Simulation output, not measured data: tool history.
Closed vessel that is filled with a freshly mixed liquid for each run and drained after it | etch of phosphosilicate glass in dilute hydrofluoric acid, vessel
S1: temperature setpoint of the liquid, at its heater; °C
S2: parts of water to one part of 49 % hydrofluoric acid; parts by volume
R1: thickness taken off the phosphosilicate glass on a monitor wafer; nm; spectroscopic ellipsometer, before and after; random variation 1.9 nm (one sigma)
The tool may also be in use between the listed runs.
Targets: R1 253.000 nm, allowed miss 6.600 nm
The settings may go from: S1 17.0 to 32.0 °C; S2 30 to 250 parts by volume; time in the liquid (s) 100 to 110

{"run": 1, "hour": 0.0, "S1": 24.0, "S2": 140, "time in the liquid (s)": 100, "R1": 91.322}
{"run": 2, "hour": 2.6, "S1": 25.5, "S2": 125, "time in the liquid (s)": 100, "R1": 108.85}
{"run": 3, "hour": 3.4, "S1": 26.5, "S2": 110, "time in the liquid (s)": 100, "R1": 132.3}
{"run": 4, "hour": 9.9, "S1": 27.5, "S2": 100, "time in the liquid (s)": 100, "R1": 151.38}
{"run": 5, "hour": 15.2, "S1": 27.5, "S2": 125, "time in the liquid (s)": 100, "R1": 118.49}
{"hour": 19.0, "done": "hydrofluoric acid flow meter replaced"}
{"run": 6, "hour": 19.0, "S1": 28.5, "S2": 115, "time in the liquid (s)": 100, "R1": 151.55}
{"run": 7, "hour": 23.5, "S1": 29.0, "S2": 110, "time in the liquid (s)": 100, "R1": 160.04}
{"run": 8, "hour": 28.2, "S1": 29.5, "S2": 105, "time in the liquid (s)": 100, "R1": 171.35}
{"run": 9, "hour": 32.8, "S1": 30.0, "S2": 100, "time in the liquid (s)": 100, "R1": 188.83}
{"run": 10, "hour": 34.6, "S1": 30.5, "S2": 95, "time in the liquid (s)": 100, "R1": 204.21}
{"run": 11, "hour": 40.1, "S1": 30.5, "S2": 95, "time in the liquid (s)": 100, "R1": 201.87}

Which of these 4 next moves meets every target?
{"run": "A", "hour": 45.6, "S1": 31.0, "S2": 130, "time in the liquid (s)": 110, "R1": "?"}
{"run": "B", "hour": 45.6, "S1": 30.5, "S2": 80, "time in the liquid (s)": 110, "R1": "?"}
{"run": "C", "hour": 45.6, "S1": 29.0, "S2": 95, "time in the liquid (s)": 100, "R1": "?"}
{"run": "D", "hour": 45.6, "S1": 31.5, "S2": 80, "time in the liquid (s)": 100, "R1": "?"}

move=A R1=157.590
move=B R1=269.980
move=C R1=191.080
move=D R1=254.900
A: further off than the last run
B: takes the result that was furthest off past its target
C: further off than the last run
D: meets every target
The right move is D.
